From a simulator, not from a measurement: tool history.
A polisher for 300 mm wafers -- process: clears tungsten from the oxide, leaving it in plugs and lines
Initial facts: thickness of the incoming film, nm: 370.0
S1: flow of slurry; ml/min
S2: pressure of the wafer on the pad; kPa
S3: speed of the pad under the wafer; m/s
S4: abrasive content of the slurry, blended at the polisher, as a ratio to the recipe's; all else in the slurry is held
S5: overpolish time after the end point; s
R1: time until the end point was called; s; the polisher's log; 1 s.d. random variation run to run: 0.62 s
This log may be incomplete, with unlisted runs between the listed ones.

run,hour,S1,S2,S3,S4,S5,R1
1,0.0,240,18.6,1.32,1.00,5,87.801
2,3.6,240,20.7,1.32,1.00,5,81.711
3,5.2,240,20.7,1.32,1.00,4,81.137
4,8.1,240,22.8,1.36,1.00,4,71.836
5,8.9,240,20.7,1.36,1.00,4,80.977
6,10.2,240,20.7,1.02,1.00,4,100.750
7,15.9,240,20.7,1.02,1.00,4,99.468
8,20.8,245,25.5,1.36,1.05,4,63.042
9,26.0,245,26.2,1.38,1.05,4,59.333
10,29.5,245,26.9,1.38,1.05,4,59.743

Run 11 is up next; what results do you expect?
11,33.0,245,27.6,1.40,1.05,4,?

Run 11 produced R1 57.706 s.

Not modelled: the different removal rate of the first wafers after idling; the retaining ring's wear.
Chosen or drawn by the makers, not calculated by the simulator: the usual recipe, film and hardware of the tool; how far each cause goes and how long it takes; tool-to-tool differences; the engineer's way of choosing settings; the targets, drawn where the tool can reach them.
